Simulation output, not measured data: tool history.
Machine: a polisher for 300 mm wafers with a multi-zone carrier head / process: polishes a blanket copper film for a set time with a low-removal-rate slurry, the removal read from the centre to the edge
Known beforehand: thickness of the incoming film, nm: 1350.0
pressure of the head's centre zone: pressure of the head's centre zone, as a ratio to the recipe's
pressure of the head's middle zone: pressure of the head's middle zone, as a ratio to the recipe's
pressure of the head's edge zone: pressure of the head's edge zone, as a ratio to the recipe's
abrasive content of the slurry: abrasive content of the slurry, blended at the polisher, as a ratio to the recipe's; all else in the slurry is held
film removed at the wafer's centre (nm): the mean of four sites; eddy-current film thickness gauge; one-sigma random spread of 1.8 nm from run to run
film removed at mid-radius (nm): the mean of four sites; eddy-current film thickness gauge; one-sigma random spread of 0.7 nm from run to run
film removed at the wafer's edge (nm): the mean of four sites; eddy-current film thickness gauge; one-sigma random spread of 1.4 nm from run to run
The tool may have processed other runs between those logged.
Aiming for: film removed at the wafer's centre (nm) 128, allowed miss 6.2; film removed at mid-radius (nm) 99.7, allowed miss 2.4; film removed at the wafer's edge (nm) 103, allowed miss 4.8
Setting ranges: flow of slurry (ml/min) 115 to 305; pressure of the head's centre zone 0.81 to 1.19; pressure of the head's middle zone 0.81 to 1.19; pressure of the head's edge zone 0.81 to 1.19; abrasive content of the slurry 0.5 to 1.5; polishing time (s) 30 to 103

run,day,flow of slurry (ml/min),pressure of the head's centre zone,pressure of the head's middle zone,pressure of the head's edge zone,abrasive content of the slurry,polishing time (s),film removed at the wafer's centre (nm),film removed at mid-radius (nm),film removed at the wafer's edge (nm)
1,0,195,1,1,1,1,66,174.96,168.66,167.68
2,0.15,195,0.94,1,1,1,66,166.16,169.86,166.29
3,0.525,195,0.88,1,1,1,66,154.82,171.34,167.71
4,0.767,195,0.88,1,1,1.15,66,162.98,176.95,181.41
5,0.792,185,0.93,0.95,0.99,1,63,153.44,157.37,161.02
6,0.879,205,0.93,0.95,0.99,1,63,156.94,158.91,155.71
7,0.958,195,0.98,0.92,1,0.9,59,144.06,141.75,146.51
8,1.312,250,1.08,0.82,0.9,0.65,41,104.41,84.176,88.81
9,1.467,255,1.11,0.84,0.93,0.7,41,109.43,88.977,91.784
10,1.796,255,1.13,0.84,0.94,0.75,41,116.1,91.449,96.077
11,2.1,285,1.18,0.9,1,0.8,41,125.95,96.718,101.91
12,2.267,285,1.18,0.9,1,0.8,41,125.78,97.331,103.83

Exercise: of the 4 proposed moves below, exactly one satisfies all targets within the stated allowed misses. Which move is it?
A,2.433,285,1.13,0.94,1.02,0.9,38,?,?,?
B,2.433,285,1.19,0.95,1.04,0.7,43,?,?,?
C,2.433,295,1.15,0.96,0.92,0.75,43,?,?,?
D,2.433,250,1.16,0.88,1.19,0.65,44,?,?,?

move,film removed at the wafer's centre (nm),film removed at mid-radius (nm),film removed at the wafer's edge (nm)
A,117.54,94.686,95.623
B,129.88,99.835,101.24
C,128.61,102.9,97.749
D,124.92,94.805,107.52
A: the biggest miss grows against the last run
B: every result within its allowed miss
C: carries the result that was furthest off beyond its target, to the other side
D: the biggest miss grows against the last run
B meets every target.
